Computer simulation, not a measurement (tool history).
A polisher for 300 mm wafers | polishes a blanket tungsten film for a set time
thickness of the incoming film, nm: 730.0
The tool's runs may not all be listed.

run    day  flow of slurry (ml/min)  pressure of the wafer on the pad (psi)  speed of the pad under the wafer (m/s)  abrasive content of the slurry  polishing time (s)  film removed (nm)
  1      0                      125                                     4.1                                    1.02                               1                  71              347.6
  2  0.025                      140                                     4.1                                    1.02                               1                  71             356.73
  3  0.212                      150                                     4.3                                    1.02                               1                  71             378.94
  4  0.575                      175                                     4.3                                    1.02                               1                  71             391.83
  5  0.908                      180                                     4.5                                    1.02                               1                  71             412.03
  6  1.021                      180                                     4.5                                    1.02                               1                  71             409.81
  7  1.133                      180                                     4.6                                    1.02                               1                  71              426.6

Run 8 comes next. What will it give?
  8  1.233                      180                                     4.7                                    1.02                               1                  71                  ?

Run 8 gave film removed (nm) 429.15.
